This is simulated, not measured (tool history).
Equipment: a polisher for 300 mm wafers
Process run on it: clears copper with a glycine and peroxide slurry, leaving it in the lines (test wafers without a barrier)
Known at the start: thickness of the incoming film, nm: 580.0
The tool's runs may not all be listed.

run	day	flow of slurry (ml/min)	pressure of the wafer on the pad (psi)	speed of the pad under the wafer (cm/s)	overpolish time after the end point (s)	time until the end point was called (s)	dishing of a wide line in a test structure (nm)
1	0.000	125	2.2	110	9	133.05	27.755
2	0.192	125	2.2	110	12	136.62	36.960
3	0.221	110	2.2	110	12	137.97	36.876
4	0.446	130	2.2	110	12	135.74	36.308
5	0.721	130	2.3	110	12	129.07	38.860
6	1.058	155	2.3	110	12	124.10	39.646
7	1.133	160	2.3	110	12	124.15	39.689

Estimate the outcome of run 8 from the log above:
# day 1.504: worn pad replaced by a new one
8	1.504	165	2.4	110	12	?	?

{"run 8": {"time until the end point was called (s)": 110.97, "dishing of a wide line in a test structure (nm)": 44.024}}
